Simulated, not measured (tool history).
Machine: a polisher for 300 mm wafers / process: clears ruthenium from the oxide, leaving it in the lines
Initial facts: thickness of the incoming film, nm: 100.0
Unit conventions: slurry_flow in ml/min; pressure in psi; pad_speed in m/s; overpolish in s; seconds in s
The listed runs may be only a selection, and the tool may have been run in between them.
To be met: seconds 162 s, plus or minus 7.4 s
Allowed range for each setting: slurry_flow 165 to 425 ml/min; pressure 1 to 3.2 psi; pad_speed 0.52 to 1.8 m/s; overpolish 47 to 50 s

run	hour	slurry_flow	pressure	pad_speed	overpolish	seconds
1	0	275	2.1	1.16	47	82.533
2	4.9	275	2	1.14	47	86.023
3	9.2	275	2.2	1.14	47	79.271
4	12.7	275	2.2	1.14	47	78.175
5	17.9	275	2.6	1.14	47	68.355
6	26.4	275	2.4	1.1	47	75.351
7	28.1	275	2.3	1.08	47	77.718
8	31.2	275	2.2	1.04	47	83.837
9	38.3	275	2.1	1	47	91.021

Exercise: of the 4 proposed moves below, exactly one satisfies all targets within the stated allowed misses. Which move is it?
A	45.4	335	1.3	0.72	49	?
B	45.4	300	1.2	0.64	50	?
C	45.4	290	1.4	0.54	50	?
D	45.4	230	1.3	0.62	47	?

move	seconds
A	165.23
B	190.68
C	190.14
D	189.39
A: every result lands within tolerance
B: the result that was furthest off in the last run now lies on the other side of its target
C: the result that was furthest off in the last run now lies on the other side of its target
D: the result that was furthest off in the last run now lies on the other side of its target
A is the move that brings every result within its allowed miss.

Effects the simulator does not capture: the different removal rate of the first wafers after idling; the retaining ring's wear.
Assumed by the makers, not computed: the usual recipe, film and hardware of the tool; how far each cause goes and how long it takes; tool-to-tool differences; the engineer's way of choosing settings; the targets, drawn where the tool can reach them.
